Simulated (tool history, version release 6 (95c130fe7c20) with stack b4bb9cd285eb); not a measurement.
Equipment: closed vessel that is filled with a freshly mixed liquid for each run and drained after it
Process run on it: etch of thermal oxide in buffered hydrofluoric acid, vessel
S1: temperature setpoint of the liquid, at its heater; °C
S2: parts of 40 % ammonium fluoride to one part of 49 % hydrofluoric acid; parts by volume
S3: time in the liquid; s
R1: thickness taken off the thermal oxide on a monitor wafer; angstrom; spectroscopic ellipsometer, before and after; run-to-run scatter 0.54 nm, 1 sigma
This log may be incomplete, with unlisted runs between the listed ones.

run  hour    S1    S2   S3       R1
  1   0.0  23.0  10.5   95   973.15
  2   2.6  23.0  10.5   95   983.39
  3   3.8  22.5  10.5   95   956.43
  4   8.9  22.5  10.5  100  1000.70
  5  11.5  22.5   8.0  100  1264.80
  6  19.7  22.0   8.0  100  1242.80

What does the tool deliver on the next run?
  7  23.0  22.0  8.0  100   ?

Run 7 came out at R1 1240.60 angstrom.

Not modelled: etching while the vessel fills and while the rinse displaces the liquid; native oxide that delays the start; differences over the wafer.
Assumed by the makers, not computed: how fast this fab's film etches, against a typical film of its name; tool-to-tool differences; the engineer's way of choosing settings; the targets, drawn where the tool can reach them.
